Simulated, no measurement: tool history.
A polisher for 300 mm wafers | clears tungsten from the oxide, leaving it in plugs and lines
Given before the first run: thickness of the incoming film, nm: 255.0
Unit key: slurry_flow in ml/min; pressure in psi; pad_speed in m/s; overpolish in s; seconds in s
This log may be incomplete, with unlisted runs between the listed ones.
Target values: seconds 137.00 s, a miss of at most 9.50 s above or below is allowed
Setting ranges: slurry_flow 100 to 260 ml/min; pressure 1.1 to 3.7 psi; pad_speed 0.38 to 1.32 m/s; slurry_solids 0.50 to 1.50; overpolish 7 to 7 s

run,hour,slurry_flow,pressure,pad_speed,slurry_solids,overpolish,seconds
1,0.0,165,2.4,0.84,1.00,7,109.22
2,1.7,165,2.2,0.84,1.00,7,116.02
3,4.8,165,2.1,0.84,1.00,7,119.99
4,9.5,165,2.1,1.02,1.00,7,108.53
5,16.9,165,1.9,1.02,1.00,7,114.70
6,20.0,165,1.8,1.02,1.00,7,118.16
# hour 27.3: worn pad replaced by a new one
7,27.3,165,1.7,1.02,1.00,7,110.10
8,30.5,160,1.6,0.96,1.00,7,118.97

4 candidate next runs follow, results not yet known. Just one meets every target within its allowed miss. Identify it.
A,33.7,135,1.8,1.06,0.95,7,?
B,33.7,160,1.8,0.96,1.00,7,?
C,33.7,155,1.9,0.88,0.95,7,?
D,33.7,135,1.9,0.68,1.10,7,?

move,seconds
A,110.97
B,114.29
C,119.27
D,137.85
A: its largest miss is bigger than the last run's
B: its largest miss is bigger than the last run's
C: no nearer and no further than the last run
D: in spec on every target
Correct choice: D, which meets every target
